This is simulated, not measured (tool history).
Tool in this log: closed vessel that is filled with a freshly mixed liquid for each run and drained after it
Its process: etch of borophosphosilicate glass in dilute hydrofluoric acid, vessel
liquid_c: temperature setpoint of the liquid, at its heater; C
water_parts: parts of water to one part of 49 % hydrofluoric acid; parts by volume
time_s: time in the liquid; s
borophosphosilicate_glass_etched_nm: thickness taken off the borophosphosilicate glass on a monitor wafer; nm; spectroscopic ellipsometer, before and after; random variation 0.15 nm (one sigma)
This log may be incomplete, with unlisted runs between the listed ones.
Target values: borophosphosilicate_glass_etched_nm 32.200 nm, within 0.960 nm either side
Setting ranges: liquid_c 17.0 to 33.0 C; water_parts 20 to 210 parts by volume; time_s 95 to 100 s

run,hour,liquid_c,water_parts,time_s,borophosphosilicate_glass_etched_nm
1,0.0,25.0,115,95,40.925
2,7.0,23.5,115,95,38.250
3,9.2,23.5,115,95,38.432
4,14.6,22.5,115,95,36.954
5,19.6,22.5,115,100,38.508
6,24.6,21.5,115,100,37.251
7,27.2,21.0,115,100,36.319
8,28.2,20.5,115,100,35.963
9,31.0,20.0,115,100,35.083

4 candidate next runs follow, results not yet known. Just one meets every target within its allowed miss. Identify it.
A,33.8,21.0,130,95,?
B,33.8,25.0,140,95,?
C,33.8,18.5,100,100,?
D,33.8,20.5,105,100,?

move,borophosphosilicate_glass_etched_nm
A,30.562
B,32.796
C,39.020
D,40.132
A: carries the result that was furthest off beyond its target, to the other side
B: meets every target
C: misses by more than the last run did
D: misses by more than the last run did
Move B is the one to make.

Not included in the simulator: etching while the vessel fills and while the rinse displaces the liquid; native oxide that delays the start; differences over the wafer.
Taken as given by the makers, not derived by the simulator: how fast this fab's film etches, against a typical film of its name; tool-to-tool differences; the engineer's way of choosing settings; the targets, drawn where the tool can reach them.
